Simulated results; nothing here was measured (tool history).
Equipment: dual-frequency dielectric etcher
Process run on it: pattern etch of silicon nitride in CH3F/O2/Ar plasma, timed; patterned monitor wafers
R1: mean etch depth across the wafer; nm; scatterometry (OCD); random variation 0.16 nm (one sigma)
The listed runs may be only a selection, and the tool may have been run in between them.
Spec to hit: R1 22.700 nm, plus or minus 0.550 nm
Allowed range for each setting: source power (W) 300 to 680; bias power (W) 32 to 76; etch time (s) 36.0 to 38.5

Run 1, hour 0.0: source power (W) 490, bias power (W) 54, etch time (s) 38.5. Result: R1 25.108 nm.
Run 2, hour 8.2: source power (W) 580, bias power (W) 54, etch time (s) 38.5. Result: R1 26.738 nm.
Run 3, hour 13.7: source power (W) 580, bias power (W) 62, etch time (s) 38.5. Result: R1 28.059 nm.
Run 4, hour 17.4: source power (W) 550, bias power (W) 61, etch time (s) 38.5. Result: R1 27.290 nm.
Run 5, hour 25.7: source power (W) 550, bias power (W) 61, etch time (s) 38.5. Result: R1 27.122 nm.
Run 6, hour 33.1: source power (W) 550, bias power (W) 70, etch time (s) 38.5. Result: R1 28.536 nm.
Run 7, hour 37.4: source power (W) 450, bias power (W) 59, etch time (s) 37.5. Result: R1 24.579 nm.
Run 8, hour 43.0: source power (W) 440, bias power (W) 59, etch time (s) 37.5. Result: R1 24.116 nm.
Run 9, hour 47.7: source power (W) 430, bias power (W) 59, etch time (s) 37.5. Result: R1 24.311 nm.
Run 10, hour 50.0: source power (W) 420, bias power (W) 59, etch time (s) 37.5. Result: R1 23.950 nm.

Exactly one of the 4 candidate moves below puts every result within its allowed miss. Which one?
Run A, hour 52.3: source power (W) 410, bias power (W) 65, etch time (s) 36.5. Result: R1 ?.
Run B, hour 52.3: source power (W) 400, bias power (W) 62, etch time (s) 38.5. Result: R1 ?.
Run C, hour 52.3: source power (W) 430, bias power (W) 58, etch time (s) 37.5. Result: R1 ?.
Run D, hour 52.3: source power (W) 380, bias power (W) 58, etch time (s) 37.0. Result: R1 ?.

move      R1
   A  23.708
   B  24.394
   C  23.816
   D  22.515
A: nearer the targets than the last run, but a result is still out of spec
B: lands further from the targets than the last run did
C: nearer the targets than the last run, but a result is still out of spec
D: each result inside its tolerance
Go with D: it meets all targets.
